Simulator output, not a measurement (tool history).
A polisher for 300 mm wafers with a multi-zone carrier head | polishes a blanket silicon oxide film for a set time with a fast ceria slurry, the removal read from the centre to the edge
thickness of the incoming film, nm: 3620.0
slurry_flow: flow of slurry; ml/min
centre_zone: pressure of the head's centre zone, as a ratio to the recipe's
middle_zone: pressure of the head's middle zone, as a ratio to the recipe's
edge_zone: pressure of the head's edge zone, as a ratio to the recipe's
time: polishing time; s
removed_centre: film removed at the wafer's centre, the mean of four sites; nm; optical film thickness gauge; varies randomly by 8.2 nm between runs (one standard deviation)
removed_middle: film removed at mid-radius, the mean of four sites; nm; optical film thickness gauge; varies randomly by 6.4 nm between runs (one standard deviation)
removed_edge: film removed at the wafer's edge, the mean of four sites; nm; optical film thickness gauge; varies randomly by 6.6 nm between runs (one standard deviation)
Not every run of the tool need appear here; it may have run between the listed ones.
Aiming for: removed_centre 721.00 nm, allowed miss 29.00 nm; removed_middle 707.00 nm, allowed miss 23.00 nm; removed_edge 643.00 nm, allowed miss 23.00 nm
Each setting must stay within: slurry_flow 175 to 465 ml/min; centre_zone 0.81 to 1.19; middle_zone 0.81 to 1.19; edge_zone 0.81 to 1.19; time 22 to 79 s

Run 1, hour 0.0: slurry_flow 295 ml/min, centre_zone 1.00, middle_zone 1.00, edge_zone 1.00, time 50 s. Result: removed_centre 516.45 nm, removed_middle 524.06 nm, removed_edge 551.17 nm.
Run 2, hour 1.5: slurry_flow 295 ml/min, centre_zone 1.00, middle_zone 1.00, edge_zone 1.07, time 50 s. Result: removed_centre 521.06 nm, removed_middle 517.37 nm, removed_edge 569.72 nm.
Run 3, hour 2.4: slurry_flow 300 ml/min, centre_zone 1.02, middle_zone 1.02, edge_zone 1.07, time 51 s. Result: removed_centre 546.67 nm, removed_middle 534.69 nm, removed_edge 587.50 nm.
Run 4, hour 6.3: slurry_flow 300 ml/min, centre_zone 0.96, middle_zone 1.02, edge_zone 1.07, time 51 s. Result: removed_centre 509.66 nm, removed_middle 534.22 nm, removed_edge 585.92 nm.
Run 5, hour 12.4: slurry_flow 305 ml/min, centre_zone 0.98, middle_zone 1.04, edge_zone 1.06, time 52 s. Result: removed_centre 537.77 nm, removed_middle 558.84 nm, removed_edge 592.73 nm.
Run 6, hour 19.8: slurry_flow 305 ml/min, centre_zone 0.98, middle_zone 0.96, edge_zone 1.06, time 52 s. Result: removed_centre 534.12 nm, removed_middle 524.53 nm, removed_edge 574.16 nm.
Run 7, hour 28.5: slurry_flow 315 ml/min, centre_zone 1.00, middle_zone 0.98, edge_zone 1.04, time 53 s. Result: removed_centre 554.97 nm, removed_middle 547.95 nm, removed_edge 588.74 nm.
Run 8, hour 31.5: slurry_flow 360 ml/min, centre_zone 1.10, middle_zone 1.08, edge_zone 0.94, time 57 s. Result: removed_centre 653.64 nm, removed_middle 632.67 nm, removed_edge 607.45 nm.
Run 9, hour 37.9: slurry_flow 360 ml/min, centre_zone 1.11, middle_zone 1.09, edge_zone 0.94, time 57 s. Result: removed_centre 659.86 nm, removed_middle 627.58 nm, removed_edge 600.97 nm.
At hour 40.5: edge zone pressure recalibrated.
Run 10, hour 40.5: slurry_flow 360 ml/min, centre_zone 1.11, middle_zone 1.10, edge_zone 0.94, time 57 s. Result: removed_centre 670.95 nm, removed_middle 652.08 nm, removed_edge 590.96 nm.
Run 11, hour 43.3: slurry_flow 360 ml/min, centre_zone 1.11, middle_zone 1.10, edge_zone 0.95, time 57 s. Result: removed_centre 672.16 nm, removed_middle 652.21 nm, removed_edge 577.63 nm.
Run 12, hour 51.9: slurry_flow 360 ml/min, centre_zone 1.11, middle_zone 1.10, edge_zone 0.95, time 58 s. Result: removed_centre 686.47 nm, removed_middle 657.94 nm, removed_edge 588.60 nm.
Run 13, hour 59.6: slurry_flow 365 ml/min, centre_zone 1.09, middle_zone 1.09, edge_zone 0.95, time 60 s. Result: removed_centre 697.37 nm, removed_middle 676.96 nm, removed_edge 609.12 nm.
Run 14, hour 60.7: slurry_flow 360 ml/min, centre_zone 1.09, middle_zone 1.09, edge_zone 0.96, time 60 s. Result: removed_centre 685.57 nm, removed_middle 681.50 nm, removed_edge 616.61 nm.
Run 15, hour 68.3: slurry_flow 355 ml/min, centre_zone 1.10, middle_zone 1.08, edge_zone 0.97, time 61 s. Result: removed_centre 721.94 nm, removed_middle 671.46 nm, removed_edge 647.40 nm.

4 candidate next runs follow, results not yet known. Just one meets every target within its allowed miss. Identify it.
Run A, hour 75.9: slurry_flow 355 ml/min, centre_zone 1.02, middle_zone 1.02, edge_zone 0.98, time 66 s. Result: removed_centre ?, removed_middle ?, removed_edge ?.
Run B, hour 75.9: slurry_flow 385 ml/min, centre_zone 1.15, middle_zone 1.16, edge_zone 1.06, time 59 s. Result: removed_centre ?, removed_middle ?, removed_edge ?.
Run C, hour 75.9: slurry_flow 305 ml/min, centre_zone 0.98, middle_zone 1.09, edge_zone 0.95, time 63 s. Result: removed_centre ?, removed_middle ?, removed_edge ?.
Run D, hour 75.9: slurry_flow 350 ml/min, centre_zone 1.07, middle_zone 1.00, edge_zone 0.90, time 63 s. Result: removed_centre ?, removed_middle ?, removed_edge ?.

move  removed_centre  removed_middle  removed_edge
   A          707.45          698.97        690.28
   B          718.04          700.21        642.25
   C          642.40          699.71        644.11
   D          707.89          655.47        632.91
A: gets the furthest-off result to its target, but another result is out of tolerance
B: each result inside its tolerance
C: gets the furthest-off result to its target, but another result is out of tolerance
D: misses by more than the last run did
B meets every target.
